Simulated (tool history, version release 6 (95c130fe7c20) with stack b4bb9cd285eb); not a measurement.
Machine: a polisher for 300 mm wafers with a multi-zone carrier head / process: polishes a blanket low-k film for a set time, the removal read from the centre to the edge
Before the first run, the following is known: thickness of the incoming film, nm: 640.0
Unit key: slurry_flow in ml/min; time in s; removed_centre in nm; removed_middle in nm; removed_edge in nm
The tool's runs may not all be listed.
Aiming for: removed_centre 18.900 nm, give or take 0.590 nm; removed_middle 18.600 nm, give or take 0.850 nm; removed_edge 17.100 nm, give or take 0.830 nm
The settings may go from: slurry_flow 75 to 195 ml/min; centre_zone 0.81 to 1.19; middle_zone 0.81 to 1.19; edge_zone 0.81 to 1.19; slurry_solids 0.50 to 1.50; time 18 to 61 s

{"run": 1, "hour": 0.0, "slurry_flow": 125, "centre_zone": 1.0, "middle_zone": 1.0, "edge_zone": 1.0, "slurry_solids": 1.0, "time": 39, "removed_centre": 11.84, "removed_middle": 11.642, "removed_edge": 11.762}
{"run": 2, "hour": 2.7, "slurry_flow": 125, "centre_zone": 1.0, "middle_zone": 0.93, "edge_zone": 1.0, "slurry_solids": 1.0, "time": 39, "removed_centre": 11.781, "removed_middle": 11.49, "removed_edge": 12.117}
{"run": 3, "hour": 9.3, "slurry_flow": 125, "centre_zone": 1.0, "middle_zone": 0.96, "edge_zone": 1.0, "slurry_solids": 1.0, "time": 39, "removed_centre": 11.691, "removed_middle": 11.427, "removed_edge": 11.996}
{"run": 4, "hour": 14.7, "slurry_flow": 130, "centre_zone": 1.0, "middle_zone": 0.98, "edge_zone": 1.0, "slurry_solids": 1.1, "time": 40, "removed_centre": 12.476, "removed_middle": 12.452, "removed_edge": 12.955}
{"run": 5, "hour": 16.0, "slurry_flow": 145, "centre_zone": 1.0, "middle_zone": 0.98, "edge_zone": 1.0, "slurry_solids": 1.1, "time": 40, "removed_centre": 12.824, "removed_middle": 12.922, "removed_edge": 13.067}
{"run": 6, "hour": 23.7, "slurry_flow": 145, "centre_zone": 1.0, "middle_zone": 0.93, "edge_zone": 1.0, "slurry_solids": 1.1, "time": 40, "removed_centre": 13.142, "removed_middle": 12.097, "removed_edge": 13.374}
{"run": 7, "hour": 31.8, "slurry_flow": 150, "centre_zone": 1.02, "middle_zone": 0.96, "edge_zone": 1.0, "slurry_solids": 1.15, "time": 41, "removed_centre": 13.901, "removed_middle": 13.161, "removed_edge": 13.876}
{"run": 8, "hour": 34.1, "slurry_flow": 155, "centre_zone": 1.03, "middle_zone": 0.98, "edge_zone": 1.0, "slurry_solids": 1.2, "time": 41, "removed_centre": 14.148, "removed_middle": 13.608, "removed_edge": 13.901}
{"run": 9, "hour": 38.5, "slurry_flow": 160, "centre_zone": 1.04, "middle_zone": 0.99, "edge_zone": 1.0, "slurry_solids": 1.25, "time": 42, "removed_centre": 15.273, "removed_middle": 14.473, "removed_edge": 14.601}
{"run": 10, "hour": 40.2, "slurry_flow": 160, "centre_zone": 1.05, "middle_zone": 1.0, "edge_zone": 1.0, "slurry_solids": 1.3, "time": 42, "removed_centre": 15.332, "removed_middle": 15.174, "removed_edge": 14.598}

Exercise: of the 4 proposed moves below, exactly one satisfies all targets within the stated allowed misses. Which move is it?
{"run": "A", "hour": 41.9, "slurry_flow": 160, "centre_zone": 1.09, "middle_zone": 1.06, "edge_zone": 0.98, "slurry_solids": 1.5, "time": 47, "removed_centre": "?", "removed_middle": "?", "removed_edge": "?"}
{"run": "B", "hour": 41.9, "slurry_flow": 145, "centre_zone": 1.1, "middle_zone": 1.19, "edge_zone": 0.86, "slurry_solids": 1.25, "time": 47, "removed_centre": "?", "removed_middle": "?", "removed_edge": "?"}
{"run": "C", "hour": 41.9, "slurry_flow": 155, "centre_zone": 1.03, "middle_zone": 1.08, "edge_zone": 1.01, "slurry_solids": 1.3, "time": 49, "removed_centre": "?", "removed_middle": "?", "removed_edge": "?"}
{"run": "D", "hour": 41.9, "slurry_flow": 160, "centre_zone": 1.0, "middle_zone": 1.11, "edge_zone": 1.02, "slurry_solids": 1.35, "time": 34, "removed_centre": "?", "removed_middle": "?", "removed_edge": "?"}

move=A removed_centre=18.933 removed_middle=18.466 removed_edge=17.290
move=B removed_centre=17.574 removed_middle=18.519 removed_edge=15.039
move=C removed_centre=17.618 removed_middle=18.456 removed_edge=17.315
move=D removed_centre=12.105 removed_middle=13.319 removed_edge=12.282
A: all results in spec
B: an improvement on the last run, though not all results are within tolerance
C: an improvement on the last run, though not all results are within tolerance
D: the biggest miss grows against the last run
Answer: A
